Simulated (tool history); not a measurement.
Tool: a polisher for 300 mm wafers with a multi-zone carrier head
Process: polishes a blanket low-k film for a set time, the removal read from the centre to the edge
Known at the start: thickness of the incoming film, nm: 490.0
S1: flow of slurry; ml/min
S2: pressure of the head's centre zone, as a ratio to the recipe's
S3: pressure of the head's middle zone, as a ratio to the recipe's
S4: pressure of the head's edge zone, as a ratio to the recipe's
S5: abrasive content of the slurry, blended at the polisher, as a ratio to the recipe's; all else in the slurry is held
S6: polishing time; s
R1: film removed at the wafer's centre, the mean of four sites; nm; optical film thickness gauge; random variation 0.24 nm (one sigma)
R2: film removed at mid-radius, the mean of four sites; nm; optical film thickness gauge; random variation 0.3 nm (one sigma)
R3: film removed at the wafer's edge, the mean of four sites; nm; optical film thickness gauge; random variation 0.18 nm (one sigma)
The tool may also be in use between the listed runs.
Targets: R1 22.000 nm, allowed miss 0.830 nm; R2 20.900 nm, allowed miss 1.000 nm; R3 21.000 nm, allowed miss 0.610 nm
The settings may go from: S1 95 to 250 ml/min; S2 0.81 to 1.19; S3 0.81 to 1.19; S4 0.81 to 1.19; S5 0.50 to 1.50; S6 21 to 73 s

{"run": 1, "hour": 0.0, "S1": 160, "S2": 1.0, "S3": 1.0, "S4": 1.0, "S5": 1.0, "S6": 47, "R1": 16.799, "R2": 16.342, "R3": 16.088}
{"run": 2, "hour": 1.1, "S1": 160, "S2": 1.0, "S3": 1.09, "S4": 1.0, "S5": 1.0, "S6": 47, "R1": 16.919, "R2": 17.67, "R3": 15.952}
{"run": 3, "hour": 3.6, "S1": 160, "S2": 1.0, "S3": 1.09, "S4": 0.97, "S5": 1.0, "S6": 47, "R1": 16.794, "R2": 17.698, "R3": 15.925}
{"run": 4, "hour": 8.7, "S1": 160, "S2": 1.0, "S3": 1.05, "S4": 0.97, "S5": 1.0, "S6": 47, "R1": 16.878, "R2": 17.33, "R3": 15.718}
{"run": 5, "hour": 14.7, "S1": 160, "S2": 1.0, "S3": 1.0, "S4": 0.97, "S5": 1.0, "S6": 47, "R1": 16.855, "R2": 16.269, "R3": 16.059}
{"run": 6, "hour": 17.5, "S1": 195, "S2": 1.0, "S3": 1.0, "S4": 0.97, "S5": 1.0, "S6": 47, "R1": 17.212, "R2": 16.981, "R3": 16.173}
{"run": 7, "hour": 20.5, "S1": 195, "S2": 1.0, "S3": 1.0, "S4": 0.99, "S5": 1.1, "S6": 47, "R1": 18.592, "R2": 17.463, "R3": 17.067}
{"run": 8, "hour": 25.7, "S1": 195, "S2": 0.99, "S3": 1.01, "S4": 1.01, "S5": 1.15, "S6": 47, "R1": 18.266, "R2": 18.232, "R3": 17.532}
{"run": 9, "hour": 33.7, "S1": 195, "S2": 0.99, "S3": 1.01, "S4": 1.01, "S5": 1.15, "S6": 47, "R1": 18.136, "R2": 18.211, "R3": 17.586}
{"run": 10, "hour": 41.2, "S1": 195, "S2": 1.0, "S3": 1.01, "S4": 1.03, "S5": 1.2, "S6": 47, "R1": 18.75, "R2": 17.751, "R3": 17.854}
{"run": 11, "hour": 45.5, "S1": 200, "S2": 1.0, "S3": 1.02, "S4": 1.04, "S5": 1.25, "S6": 47, "R1": 19.137, "R2": 18.647, "R3": 18.479}
{"run": 12, "hour": 50.9, "S1": 200, "S2": 1.0, "S3": 1.02, "S4": 1.04, "S5": 1.25, "S6": 47, "R1": 18.881, "R2": 19.046, "R3": 18.444}
{"run": 13, "hour": 59.0, "S1": 205, "S2": 1.01, "S3": 1.02, "S4": 1.05, "S5": 1.3, "S6": 47, "R1": 19.48, "R2": 19.7, "R3": 18.744}

5 next moves are on the table. One of them brings every result within its allowed miss. Which?
{"run": "A", "hour": 67.1, "S1": 245, "S2": 0.88, "S3": 1.07, "S4": 1.06, "S5": 1.35, "S6": 53, "R1": "?", "R2": "?", "R3": "?"}
{"run": "B", "hour": 67.1, "S1": 225, "S2": 0.99, "S3": 1.12, "S4": 1.15, "S5": 1.5, "S6": 50, "R1": "?", "R2": "?", "R3": "?"}
{"run": "C", "hour": 67.1, "S1": 250, "S2": 1.17, "S3": 1.16, "S4": 0.9, "S5": 1.4, "S6": 44, "R1": "?", "R2": "?", "R3": "?"}
{"run": "D", "hour": 67.1, "S1": 195, "S2": 0.92, "S3": 1.12, "S4": 0.98, "S5": 1.5, "S6": 52, "R1": "?", "R2": "?", "R3": "?"}
{"run": "E", "hour": 67.1, "S1": 215, "S2": 1.03, "S3": 1.01, "S4": 1.09, "S5": 1.5, "S6": 49, "R1": "?", "R2": "?", "R3": "?"}

move=A R1=20.153 R2=23.026 R3=21.928
move=B R1=21.950 R2=23.161 R3=22.164
move=C R1=22.653 R2=20.772 R3=17.062
move=D R1=20.736 R2=23.629 R3=20.975
move=E R1=22.220 R2=20.657 R3=21.071
A: takes the result that was furthest off past its target
B: takes the result that was furthest off past its target
C: further off than the last run
D: brings the result that was furthest off to its target, and leaves another outside
E: meets every target
Answer: E
